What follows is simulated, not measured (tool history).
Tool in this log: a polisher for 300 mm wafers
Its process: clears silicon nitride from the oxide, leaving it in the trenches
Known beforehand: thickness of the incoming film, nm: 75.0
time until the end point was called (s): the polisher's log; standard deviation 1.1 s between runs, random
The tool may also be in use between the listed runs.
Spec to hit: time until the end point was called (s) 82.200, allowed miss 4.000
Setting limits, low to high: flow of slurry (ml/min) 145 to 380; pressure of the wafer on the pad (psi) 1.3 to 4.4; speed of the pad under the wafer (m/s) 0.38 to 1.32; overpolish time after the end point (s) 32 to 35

run,day,flow of slurry (ml/min),pressure of the wafer on the pad (psi),speed of the pad under the wafer (m/s),overpolish time after the end point (s),time until the end point was called (s)
1,0.000,245,2.8,0.84,32,108.950
2,0.300,245,3.0,0.84,32,105.100
3,0.571,245,3.0,0.84,32,102.750
4,0.721,245,3.0,0.84,35,106.490
5,1.079,245,3.2,0.84,35,98.322
6,1.350,245,3.3,0.84,35,92.150
7,1.533,245,3.4,0.84,35,92.000
8,1.562,245,3.5,0.84,35,88.608
9,1.704,245,3.6,0.84,35,87.458

Exercise: of the 5 proposed moves below, exactly one satisfies all targets within the stated allowed misses. Which move is it?
A,1.846,210,3.4,0.90,35,?
B,1.846,240,3.4,0.78,32,?
C,1.846,240,3.3,0.86,35,?
D,1.846,280,3.8,0.82,35,?
E,1.846,250,3.4,0.82,35,?

move,time until the end point was called (s)
A,90.262
B,96.627
C,93.876
D,82.730
E,93.371
A: misses by more than the last run did
B: misses by more than the last run did
C: misses by more than the last run did
D: hits every target within its allowed miss
E: misses by more than the last run did
Go with D: it meets all targets.
